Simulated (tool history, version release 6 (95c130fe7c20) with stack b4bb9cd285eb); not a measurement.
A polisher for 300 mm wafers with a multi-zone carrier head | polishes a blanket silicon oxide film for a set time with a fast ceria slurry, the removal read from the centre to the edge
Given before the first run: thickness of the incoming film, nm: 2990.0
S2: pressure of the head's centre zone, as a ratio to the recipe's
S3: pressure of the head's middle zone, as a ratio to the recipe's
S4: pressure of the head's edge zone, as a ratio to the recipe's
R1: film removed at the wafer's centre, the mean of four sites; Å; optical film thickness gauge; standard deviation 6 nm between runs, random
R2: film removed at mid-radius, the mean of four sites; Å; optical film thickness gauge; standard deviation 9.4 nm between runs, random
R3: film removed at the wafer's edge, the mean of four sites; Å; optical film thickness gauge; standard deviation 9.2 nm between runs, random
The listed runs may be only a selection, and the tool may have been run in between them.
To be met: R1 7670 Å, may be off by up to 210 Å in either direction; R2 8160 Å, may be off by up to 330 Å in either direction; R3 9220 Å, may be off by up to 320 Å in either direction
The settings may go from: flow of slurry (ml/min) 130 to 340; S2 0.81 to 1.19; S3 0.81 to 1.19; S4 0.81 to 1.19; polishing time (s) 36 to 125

run 1 hour=0 | flow_of_slurry_(ml/min)=220 S2=1 S3=1 S4=1 polishing_time_(s)=80 | R1=7297.7 R2=7144.4 R3=7381.5
run 2 hour=4.4 | flow_of_slurry_(ml/min)=220 S2=1 S3=1 S4=1.03 polishing_time_(s)=80 | R1=7239.9 R2=7257.9 R3=7545.4
run 3 hour=5.4 | flow_of_slurry_(ml/min)=230 S2=0.99 S3=0.99 S4=1.08 polishing_time_(s)=82 | R1=7413.6 R2=7504.8 R3=7693.5
run 4 hour=13.7 | flow_of_slurry_(ml/min)=230 S2=0.99 S3=0.99 S4=1 polishing_time_(s)=82 | R1=7375 R2=7486.5 R3=7528
run 5 hour=16 | flow_of_slurry_(ml/min)=200 S2=0.97 S3=1 S4=1.05 polishing_time_(s)=86 | R1=7459.1 R2=7775.6 R3=7966.7
run 6 hour=21.9 | flow_of_slurry_(ml/min)=180 S2=0.95 S3=0.97 S4=1.09 polishing_time_(s)=90 | R1=7537.2 R2=7768.8 R3=8422.2
run 7 hour=27.3 | flow_of_slurry_(ml/min)=170 S2=0.94 S3=0.97 S4=1.11 polishing_time_(s)=92 | R1=7529.3 R2=7987 R3=8475.4
run 8 hour=36.1 | flow_of_slurry_(ml/min)=170 S2=0.93 S3=0.95 S4=1.13 polishing_time_(s)=94 | R1=7688.5 R2=8030.8 R3=8755.3

5 next moves are on the table. One of them brings every result within its allowed miss. Which?
run A hour=44.9 | flow_of_slurry_(ml/min)=210 S2=0.98 S3=1.01 S4=1.1 polishing_time_(s)=89 | R1=? R2=? R3=?
run B hour=44.9 | flow_of_slurry_(ml/min)=195 S2=0.91 S3=1.03 S4=1.16 polishing_time_(s)=88 | R1=? R2=? R3=?
run C hour=44.9 | flow_of_slurry_(ml/min)=150 S2=0.91 S3=0.95 S4=1.17 polishing_time_(s)=98 | R1=? R2=? R3=?
run D hour=44.9 | flow_of_slurry_(ml/min)=220 S2=0.85 S3=1.11 S4=1.04 polishing_time_(s)=91 | R1=? R2=? R3=?
run E hour=44.9 | flow_of_slurry_(ml/min)=175 S2=0.93 S3=1 S4=1.1 polishing_time_(s)=93 | R1=? R2=? R3=?

move=A R1=7891.1 R2=8203.7 R3=8347.9
move=B R1=7205.9 R2=8171.6 R3=8381.2
move=C R1=7680.4 R2=8180.3 R3=9119.3
move=D R1=7119.3 R2=9148.7 R3=8364.7
move=E R1=7640 R2=8297.6 R3=8568.7
A: the biggest miss grows against the last run
B: the biggest miss grows against the last run
C: every result lands within tolerance
D: the biggest miss grows against the last run
E: the biggest miss grows against the last run
The move that meets every target is C.

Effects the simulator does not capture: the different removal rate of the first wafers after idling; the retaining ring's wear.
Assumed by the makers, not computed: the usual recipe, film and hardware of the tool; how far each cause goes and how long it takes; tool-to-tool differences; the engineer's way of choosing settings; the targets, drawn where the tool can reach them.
